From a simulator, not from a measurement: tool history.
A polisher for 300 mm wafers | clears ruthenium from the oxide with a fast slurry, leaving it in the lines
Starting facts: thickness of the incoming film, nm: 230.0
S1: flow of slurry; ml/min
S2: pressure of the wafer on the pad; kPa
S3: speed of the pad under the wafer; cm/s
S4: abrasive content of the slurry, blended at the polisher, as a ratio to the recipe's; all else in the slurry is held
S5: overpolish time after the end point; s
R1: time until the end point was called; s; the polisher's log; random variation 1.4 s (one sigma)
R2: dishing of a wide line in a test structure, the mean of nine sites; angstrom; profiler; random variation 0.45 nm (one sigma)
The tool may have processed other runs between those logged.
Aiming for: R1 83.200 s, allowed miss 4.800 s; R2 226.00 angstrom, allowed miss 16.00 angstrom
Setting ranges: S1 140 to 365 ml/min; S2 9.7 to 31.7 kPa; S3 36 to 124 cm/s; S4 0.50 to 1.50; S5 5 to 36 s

{"run": 1, "hour": 0.0, "S1": 235, "S2": 20.7, "S3": 80, "S4": 1.0, "S5": 18, "R1": 57.654, "R2": 504.48}
{"run": 2, "hour": 2.4, "S1": 290, "S2": 20.7, "S3": 80, "S4": 1.0, "S5": 18, "R1": 58.606, "R2": 505.67}
{"run": 3, "hour": 9.8, "S1": 235, "S2": 20.7, "S3": 80, "S4": 1.0, "S5": 18, "R1": 58.532, "R2": 508.24}
{"run": 4, "hour": 11.7, "S1": 245, "S2": 19.3, "S3": 80, "S4": 1.0, "S5": 15, "R1": 63.79, "R2": 429.13}
{"run": 5, "hour": 19.8, "S1": 210, "S2": 19.3, "S3": 80, "S4": 1.0, "S5": 15, "R1": 64.262, "R2": 408.86}
{"run": 6, "hour": 22.7, "S1": 205, "S2": 18.6, "S3": 80, "S4": 1.0, "S5": 13, "R1": 66.986, "R2": 360.26}
{"run": 7, "hour": 30.1, "S1": 205, "S2": 17.9, "S3": 80, "S4": 1.0, "S5": 12, "R1": 67.01, "R2": 334.44}
{"run": 8, "hour": 30.8, "S1": 205, "S2": 17.2, "S3": 80, "S4": 1.0, "S5": 11, "R1": 70.679, "R2": 305.16}
{"run": 9, "hour": 37.8, "S1": 205, "S2": 16.5, "S3": 80, "S4": 1.0, "S5": 10, "R1": 71.702, "R2": 269.56}
{"run": 10, "hour": 42.3, "S1": 205, "S2": 15.9, "S3": 80, "S4": 1.0, "S5": 10, "R1": 74.304, "R2": 263.28}
{"run": 11, "hour": 50.5, "S1": 205, "S2": 15.2, "S3": 80, "S4": 1.0, "S5": 10, "R1": 79.631, "R2": 259.62}

Below are 5 possible settings for the next run. Only one of them brings all results inside the allowed miss of their targets. Which is it?
{"run": "A", "hour": 58.7, "S1": 180, "S2": 15.2, "S3": 80, "S4": 1.0, "S5": 15, "R1": "?", "R2": "?"}
{"run": "B", "hour": 58.7, "S1": 205, "S2": 13.1, "S3": 82, "S4": 1.05, "S5": 12, "R1": "?", "R2": "?"}
{"run": "C", "hour": 58.7, "S1": 210, "S2": 13.8, "S3": 84, "S4": 1.05, "S5": 11, "R1": "?", "R2": "?"}
{"run": "D", "hour": 58.7, "S1": 180, "S2": 15.9, "S3": 80, "S4": 0.9, "S5": 9, "R1": "?", "R2": "?"}
{"run": "E", "hour": 58.7, "S1": 185, "S2": 17.9, "S3": 84, "S4": 0.85, "S5": 8, "R1": "?", "R2": "?"}

move=A R1=82.614 R2=349.74
move=B R1=88.481 R2=276.21
move=C R1=82.021 R2=273.64
move=D R1=84.349 R2=225.20
move=E R1=73.858 R2=228.15
A: moves away from the targets compared with the last run
B: moves away from the targets compared with the last run
C: moves away from the targets compared with the last run
D: every result lands within tolerance
E: corrects the largest miss of the last run, while another result sits out of spec
So the answer is move D, the one that meets all the targets.

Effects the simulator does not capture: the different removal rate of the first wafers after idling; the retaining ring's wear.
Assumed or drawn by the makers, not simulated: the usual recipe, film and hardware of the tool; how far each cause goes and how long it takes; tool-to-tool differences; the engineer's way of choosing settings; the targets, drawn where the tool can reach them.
